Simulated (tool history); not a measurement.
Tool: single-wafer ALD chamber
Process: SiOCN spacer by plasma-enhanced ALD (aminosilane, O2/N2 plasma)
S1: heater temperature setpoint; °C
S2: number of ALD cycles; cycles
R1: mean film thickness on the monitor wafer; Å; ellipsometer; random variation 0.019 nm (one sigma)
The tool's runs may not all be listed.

| run | hour | S1 | S2 | R1 |
|---|---|---|---|---|
| 1 | 0 | 405 | 57 | 34.072 |
| 2 | 9 | 402 | 58 | 34.652 |
| 3 | 15.9 | 413 | 58 | 33.593 |
| 4 | 18.2 | 410 | 59 | 34.288 |
| 5 | 23.3 | 407 | 59 | 35.022 |
| 6 | 28.7 | 407 | 51 | 30.154 |
| 7 | 30.4 | 403 | 53 | 31.841 |
| 8 | 38.3 | 400 | 54 | 32.4 |
| 9 | 42.2 | 398 | 55 | 32.939 |
| 10 | 48.5 | 397 | 56 | 33.219 |
|  | 50.8 | thermocouple changed; heater temperature recalibrated |
| 11 | 50.8 | 397 | 57 | 33.973 |
| 12 | 53 | 397 | 58 | 34.35 |

The next listed run, before its measurement:
| 13 | 55.4 | 397 | 59 | ? |

{"run 13": {"R1": 35.234}}

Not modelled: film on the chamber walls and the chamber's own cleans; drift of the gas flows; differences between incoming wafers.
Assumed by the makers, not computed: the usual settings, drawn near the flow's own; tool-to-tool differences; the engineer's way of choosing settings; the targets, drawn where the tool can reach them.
